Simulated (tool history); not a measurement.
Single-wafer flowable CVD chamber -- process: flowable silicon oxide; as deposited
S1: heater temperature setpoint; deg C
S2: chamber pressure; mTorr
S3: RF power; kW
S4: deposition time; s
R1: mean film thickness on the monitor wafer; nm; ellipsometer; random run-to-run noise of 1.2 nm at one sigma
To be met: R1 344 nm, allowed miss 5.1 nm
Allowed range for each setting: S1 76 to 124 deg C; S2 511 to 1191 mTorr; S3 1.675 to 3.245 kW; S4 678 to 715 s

run	hour	S1	S2	S3	S4	R1
1	0	100	851	2.46	715	502.05
2	3.1	100	851	2.46	678	482.34
3	12	100	851	2.46	678	478.39
4	19.1	102	851	2.46	678	449.57
5	22.1	104	851	2.46	678	421.4
6	28.1	105	851	2.46	678	409.16
7	37	106	851	2.46	678	395.7
8	41.6	107	851	2.46	678	387.42

Next run, 5 choices. One meets every target within its allowed miss, the rest don't. Which?
A	46.2	111	1041	2.095	715	?
B	46.2	111	828	2.34	705	?
C	46.2	104	789	2.545	715	?
D	46.2	112	939	2.735	678	?
E	46.2	110	808	2.495	678	?

move	R1
A	427.6
B	343.97
C	414.85
D	369.36
E	335.54
A: further off than the last run
B: all results in spec
C: further off than the last run
D: closer than the last run, but not yet in spec
E: the result that was furthest off in the last run now lies on the other side of its target
The right move is B.

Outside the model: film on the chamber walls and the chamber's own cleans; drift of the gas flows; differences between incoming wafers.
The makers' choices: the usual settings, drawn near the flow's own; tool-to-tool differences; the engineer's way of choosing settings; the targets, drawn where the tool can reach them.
